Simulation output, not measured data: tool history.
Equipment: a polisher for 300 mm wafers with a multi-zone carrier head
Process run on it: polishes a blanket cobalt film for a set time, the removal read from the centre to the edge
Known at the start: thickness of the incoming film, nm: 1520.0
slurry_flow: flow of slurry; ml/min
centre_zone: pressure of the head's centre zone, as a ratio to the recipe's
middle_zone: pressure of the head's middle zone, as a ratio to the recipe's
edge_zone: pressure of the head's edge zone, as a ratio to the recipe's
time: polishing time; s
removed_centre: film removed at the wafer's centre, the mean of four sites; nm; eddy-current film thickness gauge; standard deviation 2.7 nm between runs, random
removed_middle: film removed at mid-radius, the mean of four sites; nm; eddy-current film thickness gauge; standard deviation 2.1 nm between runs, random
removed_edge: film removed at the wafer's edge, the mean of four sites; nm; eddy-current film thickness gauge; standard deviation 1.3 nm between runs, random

run  hour  slurry_flow  centre_zone  middle_zone  edge_zone  time  removed_centre  removed_middle  removed_edge
  1   0.0          270         1.00         1.00       1.00    34          150.45          148.38        150.10
  2   3.6          270         1.04         1.00       1.00    34          156.03          149.70        150.08
  3  11.2          280         1.07         1.00       1.05    35          164.61          153.90        159.34
  4  18.4          280         1.11         1.00       1.05    35          174.64          153.80        157.38
  5  21.2          290         1.12         1.01       1.09    36          175.76          164.45        165.30
  6  29.0          290         1.12         1.01       1.04    36          182.41          160.61        162.94

Run 7 comes next. What will it give?
  7  30.5          300         1.13         1.00       1.07    37               ?               ?             ?

Run 7 measured removed_centre 187.48 nm, removed_middle 160.90 nm, removed_edge 169.52 nm.

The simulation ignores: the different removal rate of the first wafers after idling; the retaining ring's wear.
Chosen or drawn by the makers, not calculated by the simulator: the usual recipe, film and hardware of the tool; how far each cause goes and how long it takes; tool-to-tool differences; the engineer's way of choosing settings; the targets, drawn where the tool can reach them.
